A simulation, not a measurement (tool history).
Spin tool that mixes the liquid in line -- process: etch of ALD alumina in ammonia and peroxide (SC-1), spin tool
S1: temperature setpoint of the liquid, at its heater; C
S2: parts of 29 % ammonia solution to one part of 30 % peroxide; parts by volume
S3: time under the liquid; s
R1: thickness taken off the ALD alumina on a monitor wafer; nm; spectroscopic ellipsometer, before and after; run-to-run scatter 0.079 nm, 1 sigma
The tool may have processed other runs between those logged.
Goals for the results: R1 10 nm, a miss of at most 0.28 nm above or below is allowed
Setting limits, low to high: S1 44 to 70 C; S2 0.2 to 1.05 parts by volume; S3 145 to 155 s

run,hour,S1,S2,S3,R1
1,0,60,0.55,145,17.928
2,3.4,66,0.55,145,24.155
3,7.9,66,0.4,145,23.7
4,12.6,62,0.4,145,19.353
5,18.1,59,0.4,145,16.494
6,23.4,56.5,0.4,145,14.456
7,26.3,48.5,0.4,145,9.5161
8,29.4,49,0.4,145,9.7042

Consider the 4 candidate settings below. Which is the only one whose results all fall within their allowed miss of target?
A,32.5,46.5,0.4,155,?
B,32.5,47,0.8,155,?
C,32.5,48,0.45,145,?
D,32.5,48,0.35,150,?

move,R1
A,8.8777
B,9.7555
C,9.1361
D,9.2273
A: misses by more than the last run did
B: every result within its allowed miss
C: misses by more than the last run did
D: misses by more than the last run did
B is the move that brings every result within its allowed miss.
